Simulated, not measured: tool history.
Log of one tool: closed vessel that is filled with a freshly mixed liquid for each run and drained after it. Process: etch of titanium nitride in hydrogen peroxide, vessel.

run	hour	temperature setpoint of the liquid (°C)	concentration of hydrogen peroxide in the mixed liquid (% by weight)	time in the liquid (s)	thickness taken off the titanium nitride on a monitor wafer (angstrom)
1	0	55	24	195	113.74
2	2.5	55	19	195	108.95
3	9.6	62	19	195	174.81
4	18.6	66	19	195	230.87
5	20.6	62.5	19	195	180.66
6	25	62.5	19	195	180.06

Run 7 comes next. What will it give?
7	32.3	59.5	19	195	?

Run 7 gave thickness taken off the titanium nitride on a monitor wafer (angstrom) 147.22.
